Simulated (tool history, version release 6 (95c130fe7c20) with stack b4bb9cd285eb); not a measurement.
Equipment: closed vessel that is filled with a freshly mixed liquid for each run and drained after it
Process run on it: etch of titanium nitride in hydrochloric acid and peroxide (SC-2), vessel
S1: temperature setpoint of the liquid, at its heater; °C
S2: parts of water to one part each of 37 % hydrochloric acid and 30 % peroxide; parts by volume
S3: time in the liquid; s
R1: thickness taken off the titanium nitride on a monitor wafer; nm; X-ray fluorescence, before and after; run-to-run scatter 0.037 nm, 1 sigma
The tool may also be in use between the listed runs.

run,day,S1,S2,S3,R1
1,0,50,8,470,25.2
2,0.033,50,9.5,470,22.047
3,0.171,50,12.5,470,17.197
4,0.412,50,12.5,510,18.835
5,0.612,56.5,12.5,510,28.775
6,0.846,50,12.5,510,18.821
7,1.208,46,12.5,510,14.223
8,1.471,43.5,12.5,510,11.963
9,1.562,42,12.5,510,10.777
10,1.892,42,12.5,510,10.851
# day 2.267: new drum of peroxide connected
11,2.267,40.5,12.5,510,10.437
12,2.475,39.5,12.5,510,9.7359

Estimate the outcome of run 13 from the log above:
13,2.842,36.5,12.5,510,?

Run 13 measured R1 7.887 nm.

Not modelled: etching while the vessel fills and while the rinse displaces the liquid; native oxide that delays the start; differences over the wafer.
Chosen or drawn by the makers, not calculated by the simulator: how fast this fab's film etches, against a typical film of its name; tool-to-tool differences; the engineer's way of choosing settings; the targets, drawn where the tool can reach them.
